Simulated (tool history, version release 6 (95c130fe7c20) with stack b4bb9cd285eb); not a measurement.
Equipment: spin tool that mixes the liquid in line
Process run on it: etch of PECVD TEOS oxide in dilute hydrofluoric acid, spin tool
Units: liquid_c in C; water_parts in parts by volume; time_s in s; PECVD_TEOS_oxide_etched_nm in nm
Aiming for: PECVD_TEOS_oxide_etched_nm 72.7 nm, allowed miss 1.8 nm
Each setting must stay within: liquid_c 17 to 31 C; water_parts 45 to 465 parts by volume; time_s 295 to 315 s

run,hour,liquid_c,water_parts,time_s,PECVD_TEOS_oxide_etched_nm
1,0,23,255,295,19.268
2,6,25,200,295,27.852
3,12.3,26.5,165,295,37.035
4,19.3,27.5,145,295,45.423
5,24.4,28.5,135,295,50.897
6,25.3,28.5,135,315,54.247
7,32.9,29,125,315,60.133
8,41.8,29.5,120,315,65.244
9,44.1,30,120,315,66.299
10,51.5,30.5,120,315,67.507

Exactly one of the 5 candidate moves below puts every result within its allowed miss. Which one?
A,58.9,31,130,315,?
B,58.9,31,120,295,?
C,58.9,30,125,310,?
D,58.9,30.5,110,310,?
E,58.9,31,125,315,?

move,PECVD_TEOS_oxide_etched_nm
A,61.865
B,63.644
C,61.472
D,72.645
E,64.787
A: the biggest miss grows against the last run
B: the biggest miss grows against the last run
C: the biggest miss grows against the last run
D: in spec on every target
E: the biggest miss grows against the last run
D meets every target.
